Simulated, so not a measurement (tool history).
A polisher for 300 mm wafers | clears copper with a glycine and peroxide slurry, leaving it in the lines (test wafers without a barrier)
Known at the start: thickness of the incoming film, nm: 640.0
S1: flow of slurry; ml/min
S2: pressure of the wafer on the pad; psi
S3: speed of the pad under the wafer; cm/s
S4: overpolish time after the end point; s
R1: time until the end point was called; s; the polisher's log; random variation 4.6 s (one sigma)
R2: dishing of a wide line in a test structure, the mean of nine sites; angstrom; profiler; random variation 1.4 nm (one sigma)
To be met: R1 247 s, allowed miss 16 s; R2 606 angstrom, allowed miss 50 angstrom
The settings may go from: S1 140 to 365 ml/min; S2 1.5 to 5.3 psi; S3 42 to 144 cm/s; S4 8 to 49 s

run    day   S1   S2  S3  S4      R1      R2
  1      0  235  3.4  92  25   122.8  721.08
  2  0.062  235  3.4  70  25  158.66  600.05
  3  0.396  235    3  68  28  172.17  626.98
  4  0.746  235    3  68  38  173.45  786.26
  5  1.096  235  2.7  66  38  193.72  730.75
  6  1.454  190  2.7  66  38  192.26  691.96
  7  1.479  190  1.7  62  40  281.94   541.5
  8    1.8  190  1.8  62  40  282.37  570.91
  9  2.067  190  1.9  62  40  272.02  596.91

Which of these 4 next moves meets every target?
  A  2.333  285  1.5  68  49   ?   ?
  B  2.333  205    2  52  48   ?   ?
  C  2.333  180  1.7  58  46   ?   ?
  D  2.333  170  3.1  44  38   ?   ?

move      R1      R2
   A  285.63  651.76
   B  290.96  653.24
   C  305.23  601.88
   D  247.78  630.84
A: further off than the last run
B: further off than the last run
C: further off than the last run
D: meets every target
Answer: D

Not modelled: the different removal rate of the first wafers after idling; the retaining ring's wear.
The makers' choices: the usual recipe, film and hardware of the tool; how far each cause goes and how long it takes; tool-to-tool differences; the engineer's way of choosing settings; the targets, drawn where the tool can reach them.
